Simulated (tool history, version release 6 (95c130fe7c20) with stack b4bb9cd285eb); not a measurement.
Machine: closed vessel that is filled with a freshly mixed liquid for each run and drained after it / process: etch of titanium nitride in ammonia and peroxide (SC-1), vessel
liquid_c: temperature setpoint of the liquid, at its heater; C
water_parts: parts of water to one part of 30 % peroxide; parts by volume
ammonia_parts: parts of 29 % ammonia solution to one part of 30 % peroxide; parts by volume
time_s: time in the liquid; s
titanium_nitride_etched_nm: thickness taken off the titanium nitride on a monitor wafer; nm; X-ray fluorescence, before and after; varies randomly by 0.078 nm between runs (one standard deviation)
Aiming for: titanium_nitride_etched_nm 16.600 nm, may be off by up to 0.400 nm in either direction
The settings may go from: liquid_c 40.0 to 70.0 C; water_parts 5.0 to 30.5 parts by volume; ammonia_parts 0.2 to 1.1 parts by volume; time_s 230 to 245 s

Run 1, hour 0.0: liquid_c 56.0 C, water_parts 17.0 parts by volume, ammonia_parts 0.6 parts by volume, time_s 230 s. Result: titanium_nitride_etched_nm 12.929 nm.
Run 2, hour 5.5: liquid_c 56.5 C, water_parts 17.0 parts by volume, ammonia_parts 0.6 parts by volume, time_s 230 s. Result: titanium_nitride_etched_nm 13.381 nm.
Run 3, hour 6.7: liquid_c 57.0 C, water_parts 17.0 parts by volume, ammonia_parts 0.6 parts by volume, time_s 230 s. Result: titanium_nitride_etched_nm 13.898 nm.
Run 4, hour 9.4: liquid_c 57.5 C, water_parts 17.0 parts by volume, ammonia_parts 0.6 parts by volume, time_s 230 s. Result: titanium_nitride_etched_nm 14.381 nm.
Run 5, hour 15.3: liquid_c 57.5 C, water_parts 17.0 parts by volume, ammonia_parts 0.4 parts by volume, time_s 230 s. Result: titanium_nitride_etched_nm 13.350 nm.
Run 6, hour 24.5: liquid_c 58.0 C, water_parts 17.0 parts by volume, ammonia_parts 0.4 parts by volume, time_s 230 s. Result: titanium_nitride_etched_nm 13.711 nm.
Run 7, hour 26.5: liquid_c 58.5 C, water_parts 17.0 parts by volume, ammonia_parts 0.4 parts by volume, time_s 230 s. Result: titanium_nitride_etched_nm 14.351 nm.
Run 8, hour 28.7: liquid_c 59.0 C, water_parts 17.0 parts by volume, ammonia_parts 0.4 parts by volume, time_s 230 s. Result: titanium_nitride_etched_nm 14.656 nm.
Run 9, hour 35.1: liquid_c 59.0 C, water_parts 17.0 parts by volume, ammonia_parts 0.4 parts by volume, time_s 230 s. Result: titanium_nitride_etched_nm 14.728 nm.
Run 10, hour 40.2: liquid_c 60.0 C, water_parts 17.0 parts by volume, ammonia_parts 0.4 parts by volume, time_s 230 s. Result: titanium_nitride_etched_nm 15.595 nm.

5 next moves are on the table. One of them brings every result within its allowed miss. Which?
Run A, hour 45.3: liquid_c 61.0 C, water_parts 17.0 parts by volume, ammonia_parts 0.3 parts by volume, time_s 240 s. Result: titanium_nitride_etched_nm ?.
Run B, hour 45.3: liquid_c 58.0 C, water_parts 17.0 parts by volume, ammonia_parts 0.4 parts by volume, time_s 240 s. Result: titanium_nitride_etched_nm ?.
Run C, hour 45.3: liquid_c 61.5 C, water_parts 15.0 parts by volume, ammonia_parts 0.3 parts by volume, time_s 230 s. Result: titanium_nitride_etched_nm ?.
Run D, hour 45.3: liquid_c 61.5 C, water_parts 18.0 parts by volume, ammonia_parts 0.5 parts by volume, time_s 235 s. Result: titanium_nitride_etched_nm ?.
Run E, hour 45.3: liquid_c 61.5 C, water_parts 16.5 parts by volume, ammonia_parts 0.4 parts by volume, time_s 235 s. Result: titanium_nitride_etched_nm ?.

move  titanium_nitride_etched_nm
   A                      16.489
   B                      14.296
   C                      17.500
   D                      17.792
   E                      17.909
A: all results in spec
B: moves away from the targets compared with the last run
C: moves the result that the last run missed by most past its target, out the other side
D: moves the result that the last run missed by most past its target, out the other side
E: moves the result that the last run missed by most past its target, out the other side
A is the move that brings every result within its allowed miss.

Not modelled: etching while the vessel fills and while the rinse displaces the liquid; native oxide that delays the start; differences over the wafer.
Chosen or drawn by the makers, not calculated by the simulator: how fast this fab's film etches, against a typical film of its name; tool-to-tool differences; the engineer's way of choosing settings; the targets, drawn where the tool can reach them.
